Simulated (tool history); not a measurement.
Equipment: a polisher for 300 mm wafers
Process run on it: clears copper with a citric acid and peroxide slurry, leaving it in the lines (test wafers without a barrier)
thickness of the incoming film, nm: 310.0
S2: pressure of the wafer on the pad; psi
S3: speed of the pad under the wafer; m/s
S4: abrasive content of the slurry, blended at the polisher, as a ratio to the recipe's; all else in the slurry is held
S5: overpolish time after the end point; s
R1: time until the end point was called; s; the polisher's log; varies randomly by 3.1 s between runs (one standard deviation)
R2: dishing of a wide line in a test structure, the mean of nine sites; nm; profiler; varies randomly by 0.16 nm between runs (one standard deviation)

run 1 hour=0.0 | flow_of_slurry_(ml/min)=220 S2=3.0 S3=0.92 S4=1.0 S5=15 | R1=128.89 R2=25.891
run 2 hour=3.4 | flow_of_slurry_(ml/min)=220 S2=3.0 S3=0.92 S4=1.0 S5=21 | R1=126.92 R2=33.898
run 3 hour=6.3 | flow_of_slurry_(ml/min)=225 S2=2.8 S3=0.88 S4=1.0 S5=19 | R1=135.80 R2=29.647
run 4 hour=14.3 | flow_of_slurry_(ml/min)=225 S2=3.4 S3=0.88 S4=1.0 S5=19 | R1=119.45 R2=32.993
run 5 hour=17.8 | flow_of_slurry_(ml/min)=225 S2=3.0 S3=0.88 S4=1.0 S5=19 | R1=131.02 R2=30.727
run 6 hour=19.1 | flow_of_slurry_(ml/min)=235 S2=2.8 S3=0.84 S4=1.0 S5=17 | R1=143.67 R2=26.342
run 7 hour=23.2 | flow_of_slurry_(ml/min)=230 S2=2.6 S3=0.84 S4=1.0 S5=15 | R1=152.11 R2=22.213
run 8 hour=27.2 | flow_of_slurry_(ml/min)=225 S2=2.4 S3=0.84 S4=1.0 S5=14 | R1=162.08 R2=20.178
run 9 hour=29.0 | flow_of_slurry_(ml/min)=220 S2=2.3 S3=0.84 S4=1.0 S5=13 | R1=162.43 R2=18.274
run 10 hour=32.9 | flow_of_slurry_(ml/min)=205 S2=2.1 S3=0.84 S4=1.0 S5=13 | R1=170.02 R2=17.580
run 11 hour=37.8 | flow_of_slurry_(ml/min)=205 S2=2.1 S3=0.84 S4=1.0 S5=13 | R1=171.39 R2=17.639
run 12 hour=42.6 | flow_of_slurry_(ml/min)=205 S2=2.0 S3=0.84 S4=1.0 S5=13 | R1=176.81 R2=16.964

What will run 13 give?
run 13 hour=45.3 | flow_of_slurry_(ml/min)=200 S2=1.9 S3=0.84 S4=1.0 S5=13 | R1=? R2=?

R1: 181.66 s
R2: 16.263 nm
